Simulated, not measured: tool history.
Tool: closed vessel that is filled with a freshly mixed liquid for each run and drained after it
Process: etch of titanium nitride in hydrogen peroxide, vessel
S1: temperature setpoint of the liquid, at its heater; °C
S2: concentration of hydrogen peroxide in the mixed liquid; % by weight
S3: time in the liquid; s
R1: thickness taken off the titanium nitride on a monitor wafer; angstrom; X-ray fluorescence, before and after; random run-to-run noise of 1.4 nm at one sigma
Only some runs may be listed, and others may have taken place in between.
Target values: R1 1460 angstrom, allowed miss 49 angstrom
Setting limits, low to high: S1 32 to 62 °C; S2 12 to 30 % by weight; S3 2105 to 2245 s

Run 1, hour 0: S1 46 °C, S2 21 % by weight, S3 2105 s. Result: R1 519.16 angstrom.
Run 2, hour 1.1: S1 42 °C, S2 21 % by weight, S3 2105 s. Result: R1 384.93 angstrom.
Run 3, hour 8.6: S1 42 °C, S2 23.5 % by weight, S3 2105 s. Result: R1 392.21 angstrom.
Run 4, hour 11.6: S1 42 °C, S2 23.5 % by weight, S3 2105 s. Result: R1 394.05 angstrom.
Run 5, hour 13.3: S1 45.5 °C, S2 23.5 % by weight, S3 2105 s. Result: R1 518.51 angstrom.
Run 6, hour 14.1: S1 49 °C, S2 23.5 % by weight, S3 2105 s. Result: R1 660.25 angstrom.
Run 7, hour 19.5: S1 51 °C, S2 23.5 % by weight, S3 2105 s. Result: R1 774.25 angstrom.
Run 8, hour 27.4: S1 59 °C, S2 24 % by weight, S3 2110 s. Result: R1 1352.9 angstrom.

Of the 5 settings listed for the next run, only one would bring every result within its allowed miss of target. Which one?
Run A, hour 35.3: S1 61 °C, S2 17 % by weight, S3 2240 s. Result: R1 ?.
Run B, hour 35.3: S1 57.5 °C, S2 23 % by weight, S3 2245 s. Result: R1 ?.
Run C, hour 35.3: S1 57 °C, S2 30 % by weight, S3 2105 s. Result: R1 ?.
Run D, hour 35.3: S1 60 °C, S2 25.5 % by weight, S3 2105 s. Result: R1 ?.
Run E, hour 35.3: S1 60 °C, S2 26 % by weight, S3 2230 s. Result: R1 ?.

move      R1
   A    1537
   B  1290.2
   C  1238.2
   D  1471.4
   E  1565.4
A: the result that was furthest off in the last run now lies on the other side of its target
B: misses by more than the last run did
C: misses by more than the last run did
D: all results land within tolerance of their targets
E: the result that was furthest off in the last run now lies on the other side of its target
Move D is the one to make.
